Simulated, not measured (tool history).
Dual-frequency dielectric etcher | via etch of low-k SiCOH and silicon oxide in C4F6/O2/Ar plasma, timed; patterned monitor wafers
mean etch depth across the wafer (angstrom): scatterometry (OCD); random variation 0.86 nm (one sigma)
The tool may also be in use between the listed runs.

run  hour  source power (W)  bias power (W)  etch time (s)  mean etch depth across the wafer (angstrom)
  1     0               350             242             49                                         1417
  2   0.6               370             244             49                                       1447.3
  3   6.3               370             217             49                                       1392.6
  4   9.3               370             217           44.5                                       1264.8
  5  10.6               390             229           44.5                                       1306.4
  6  14.5               390             229           44.5                                       1317.2
  7  16.8               400             245             45                                       1363.8

Run 8 comes next. What will it give?
  8  22.3               410             259           45.5                                            ?

Run 8 gave mean etch depth across the wafer (angstrom) 1409.
